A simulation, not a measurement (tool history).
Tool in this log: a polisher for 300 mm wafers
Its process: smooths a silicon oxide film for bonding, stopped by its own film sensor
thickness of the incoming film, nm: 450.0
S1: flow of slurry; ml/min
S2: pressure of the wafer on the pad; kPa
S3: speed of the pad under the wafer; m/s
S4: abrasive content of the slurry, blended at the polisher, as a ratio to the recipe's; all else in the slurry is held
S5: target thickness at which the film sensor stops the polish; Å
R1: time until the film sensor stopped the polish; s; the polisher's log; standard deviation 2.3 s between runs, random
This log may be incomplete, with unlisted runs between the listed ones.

run	day	S1	S2	S3	S4	S5	R1
1	0	195	13.1	1.16	1	3170	208.65
2	0.192	195	14.5	1.18	1	3170	197.69
3	0.454	195	14.5	1.18	0.8	3170	219.88
4	0.738	195	15.9	1.26	0.8	3170	191.45
5	0.925	240	15.9	1.26	0.8	3170	187.79
6	1.117	205	15.9	1.26	0.8	3170	190.18
7	1.425	205	17.2	1.3	0.8	3170	175.46

Run 8 is up next; what results do you expect?
8	1.567	205	17.9	1.36	0.8	3170	?

R1: 164.3 s

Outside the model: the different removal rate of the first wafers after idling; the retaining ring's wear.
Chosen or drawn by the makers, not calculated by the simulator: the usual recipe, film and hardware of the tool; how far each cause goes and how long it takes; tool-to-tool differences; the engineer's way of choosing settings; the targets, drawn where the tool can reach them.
